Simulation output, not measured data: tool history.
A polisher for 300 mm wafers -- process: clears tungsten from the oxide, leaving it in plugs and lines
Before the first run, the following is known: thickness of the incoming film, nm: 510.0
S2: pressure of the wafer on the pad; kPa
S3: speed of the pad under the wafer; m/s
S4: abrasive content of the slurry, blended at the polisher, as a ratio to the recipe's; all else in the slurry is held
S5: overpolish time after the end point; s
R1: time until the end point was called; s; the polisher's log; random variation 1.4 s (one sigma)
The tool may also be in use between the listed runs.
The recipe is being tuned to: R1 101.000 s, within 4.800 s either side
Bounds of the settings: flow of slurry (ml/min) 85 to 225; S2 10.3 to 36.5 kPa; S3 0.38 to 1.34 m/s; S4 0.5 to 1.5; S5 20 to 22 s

{"run": 1, "day": 0.0, "flow of slurry (ml/min)": 145, "S2": 23.4, "S3": 0.86, "S4": 1.0, "S5": 20, "R1": 152.45}
{"run": 2, "day": 0.321, "flow of slurry (ml/min)": 145, "S2": 27.6, "S3": 0.86, "S4": 1.0, "S5": 20, "R1": 131.6}
{"run": 3, "day": 0.667, "flow of slurry (ml/min)": 170, "S2": 27.6, "S3": 0.86, "S4": 1.0, "S5": 20, "R1": 126.98}
{"run": 4, "day": 0.729, "flow of slurry (ml/min)": 185, "S2": 27.6, "S3": 0.86, "S4": 1.0, "S5": 20, "R1": 125.12}
{"run": 5, "day": 1.096, "flow of slurry (ml/min)": 185, "S2": 28.3, "S3": 0.86, "S4": 1.0, "S5": 20, "R1": 121.29}
{"run": 6, "day": 1.167, "flow of slurry (ml/min)": 185, "S2": 28.3, "S3": 0.86, "S4": 1.0, "S5": 22, "R1": 119.28}
{"run": 7, "day": 1.283, "flow of slurry (ml/min)": 185, "S2": 29.0, "S3": 0.86, "S4": 1.0, "S5": 22, "R1": 117.17}
{"run": 8, "day": 1.462, "flow of slurry (ml/min)": 185, "S2": 29.6, "S3": 0.86, "S4": 1.0, "S5": 22, "R1": 115.78}
{"run": 9, "day": 1.542, "flow of slurry (ml/min)": 185, "S2": 30.3, "S3": 0.86, "S4": 1.0, "S5": 22, "R1": 112.3}
{"run": 10, "day": 1.821, "flow of slurry (ml/min)": 185, "S2": 31.0, "S3": 0.86, "S4": 1.0, "S5": 22, "R1": 109.79}
{"run": 11, "day": 1.988, "flow of slurry (ml/min)": 185, "S2": 31.7, "S3": 0.86, "S4": 1.0, "S5": 22, "R1": 107.05}

Which one of the following 4 next-run settings gets every result inside its allowed miss? There is exactly one.
{"run": "A", "day": 2.154, "flow of slurry (ml/min)": 190, "S2": 24.1, "S3": 1.08, "S4": 1.3, "S5": 22, "R1": "?"}
{"run": "B", "day": 2.154, "flow of slurry (ml/min)": 175, "S2": 33.8, "S3": 0.96, "S4": 0.8, "S5": 20, "R1": "?"}
{"run": "C", "day": 2.154, "flow of slurry (ml/min)": 180, "S2": 35.2, "S3": 0.98, "S4": 1.0, "S5": 22, "R1": "?"}
{"run": "D", "day": 2.154, "flow of slurry (ml/min)": 165, "S2": 33.8, "S3": 1.02, "S4": 1.0, "S5": 20, "R1": "?"}

move=A R1=111.350
move=B R1=103.340
move=C R1=90.822
move=D R1=92.816
A: misses by more than the last run did
B: hits every target within its allowed miss
C: takes the result that was furthest off past its target
D: takes the result that was furthest off past its target
The move that meets every target is B.

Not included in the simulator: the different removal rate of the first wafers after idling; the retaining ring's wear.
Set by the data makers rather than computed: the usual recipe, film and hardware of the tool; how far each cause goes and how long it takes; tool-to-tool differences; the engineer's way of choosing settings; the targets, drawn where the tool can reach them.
